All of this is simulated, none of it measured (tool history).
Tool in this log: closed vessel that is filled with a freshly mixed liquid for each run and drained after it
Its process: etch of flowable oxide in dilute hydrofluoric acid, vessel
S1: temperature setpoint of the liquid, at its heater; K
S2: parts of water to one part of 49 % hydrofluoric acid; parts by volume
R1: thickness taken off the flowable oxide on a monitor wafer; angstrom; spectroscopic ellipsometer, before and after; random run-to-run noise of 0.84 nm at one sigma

{"run": 1, "day": 0.0, "S1": 294.15, "S2": 200, "time in the liquid (s)": 780, "R1": 684.08}
{"run": 2, "day": 0.075, "S1": 295.65, "S2": 200, "time in the liquid (s)": 780, "R1": 726.32}
{"run": 3, "day": 0.162, "S1": 296.65, "S2": 200, "time in the liquid (s)": 780, "R1": 754.34}
{"run": 4, "day": 0.471, "S1": 296.65, "S2": 165, "time in the liquid (s)": 780, "R1": 951.38}
{"run": 5, "day": 0.567, "S1": 296.65, "S2": 165, "time in the liquid (s)": 780, "R1": 936.31}
{"run": 6, "day": 0.829, "S1": 296.65, "S2": 165, "time in the liquid (s)": 780, "R1": 938.53}

Expected results for the next run?
{"run": 7, "day": 1.067, "S1": 296.65, "S2": 165, "time in the liquid (s)": 780, "R1": "?"}

R1: 943.35 angstrom

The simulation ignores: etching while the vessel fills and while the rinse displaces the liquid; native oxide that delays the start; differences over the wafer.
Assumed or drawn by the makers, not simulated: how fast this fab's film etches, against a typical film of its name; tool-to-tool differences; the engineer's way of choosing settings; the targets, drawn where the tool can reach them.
